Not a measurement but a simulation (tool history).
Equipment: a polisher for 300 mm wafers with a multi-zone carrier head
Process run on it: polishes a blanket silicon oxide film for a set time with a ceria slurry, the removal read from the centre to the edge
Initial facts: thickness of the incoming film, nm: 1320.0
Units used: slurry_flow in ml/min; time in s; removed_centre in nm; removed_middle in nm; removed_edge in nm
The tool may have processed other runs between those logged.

run	hour	slurry_flow	centre_zone	middle_zone	edge_zone	time	removed_centre	removed_middle	removed_edge
1	0.0	205	1.00	1.00	1.00	38	177.63	177.05	176.61
2	8.8	205	1.00	1.00	1.00	46	208.69	215.00	212.99
3	14.3	205	1.00	1.00	1.06	46	213.11	214.41	216.44
4	16.1	205	1.03	1.01	1.04	45	218.24	210.30	210.03
5	19.2	205	0.96	1.01	1.04	45	197.75	210.44	215.27
6	23.3	155	0.96	1.01	1.04	45	191.11	201.63	205.22

Predict the results of run 7:
7	28.4	160	1.00	1.02	1.03	45	?	?	?

Run 7 measured removed_centre 191.65 nm, removed_middle 204.23 nm, removed_edge 203.34 nm.

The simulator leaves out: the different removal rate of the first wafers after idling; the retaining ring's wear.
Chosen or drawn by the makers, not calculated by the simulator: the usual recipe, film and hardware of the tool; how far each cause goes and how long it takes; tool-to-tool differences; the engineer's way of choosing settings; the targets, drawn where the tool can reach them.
